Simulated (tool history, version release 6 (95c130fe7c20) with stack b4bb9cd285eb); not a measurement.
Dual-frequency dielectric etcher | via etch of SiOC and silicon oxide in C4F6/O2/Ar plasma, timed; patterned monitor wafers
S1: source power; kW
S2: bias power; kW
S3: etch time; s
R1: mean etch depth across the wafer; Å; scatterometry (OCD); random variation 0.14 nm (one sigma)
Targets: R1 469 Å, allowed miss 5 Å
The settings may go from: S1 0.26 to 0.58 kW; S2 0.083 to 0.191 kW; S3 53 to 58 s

run  hour    S1     S2  S3      R1
  1     0  0.42  0.137  58  564.65
  2   7.4  0.44  0.137  58  575.08
  3  13.8  0.44  0.122  58  556.98
  4  22.2  0.41  0.121  58  541.13
  5  25.6  0.41  0.109  58  521.49
     32.4  -- bias power generator calibrated
  6  32.4  0.41  0.118  58  541.91
  7  38.8  0.38  0.114  58  514.63
  8    46  0.36  0.114  58  501.99

4 next moves are on the table. One of them brings every result within its allowed miss. Which?
  A  53.2  0.44  0.088  56.5   ?
  B  53.2  0.43  0.102    58   ?
  C  53.2  0.42  0.086    57   ?
  D  53.2  0.32  0.134  54.5   ?

move      R1
   A  498.95
   B  528.52
   C  489.21
   D  468.96
A: nearer than the last run, and not there yet
B: further off than the last run
C: nearer than the last run, and not there yet
D: meets every target
Move D is the one to make.

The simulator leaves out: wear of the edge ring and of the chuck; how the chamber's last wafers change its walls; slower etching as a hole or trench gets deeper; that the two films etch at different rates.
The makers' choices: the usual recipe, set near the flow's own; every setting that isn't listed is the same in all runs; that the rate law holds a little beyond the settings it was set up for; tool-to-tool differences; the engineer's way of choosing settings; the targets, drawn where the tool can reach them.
